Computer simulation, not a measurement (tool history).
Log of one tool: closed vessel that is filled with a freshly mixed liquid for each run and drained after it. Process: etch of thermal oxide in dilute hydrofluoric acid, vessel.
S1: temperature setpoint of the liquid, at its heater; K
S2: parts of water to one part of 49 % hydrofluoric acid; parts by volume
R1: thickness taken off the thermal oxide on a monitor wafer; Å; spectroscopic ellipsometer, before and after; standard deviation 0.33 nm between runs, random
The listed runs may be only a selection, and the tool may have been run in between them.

{"run": 1, "hour": 0.0, "S1": 299.15, "S2": 95, "time in the liquid (s)": 220, "R1": 108.11}
{"run": 2, "hour": 7.7, "S1": 301.65, "S2": 70, "time in the liquid (s)": 225, "R1": 168.8}
{"run": 3, "hour": 16.2, "S1": 301.65, "S2": 70, "time in the liquid (s)": 235, "R1": 177.29}
{"run": 4, "hour": 21.5, "S1": 303.15, "S2": 55, "time in the liquid (s)": 235, "R1": 242.1}
{"run": 5, "hour": 26.3, "S1": 303.15, "S2": 55, "time in the liquid (s)": 235, "R1": 244.72}
{"run": 6, "hour": 30.9, "S1": 304.15, "S2": 50, "time in the liquid (s)": 235, "R1": 284.98}
{"run": 7, "hour": 32.2, "S1": 307.15, "S2": 30, "time in the liquid (s)": 235, "R1": 541.85}
{"run": 8, "hour": 40.3, "S1": 306.15, "S2": 30, "time in the liquid (s)": 235, "R1": 523.93}
{"run": 9, "hour": 46.4, "S1": 305.15, "S2": 30, "time in the liquid (s)": 235, "R1": 505.09}
{"run": 10, "hour": 51.5, "S1": 304.15, "S2": 30, "time in the liquid (s)": 235, "R1": 488.59}

The next listed run, before its measurement:
{"run": 11, "hour": 53.8, "S1": 302.65, "S2": 30, "time in the liquid (s)": 235, "R1": "?"}

Logged for run 11: R1 457.93 Å.
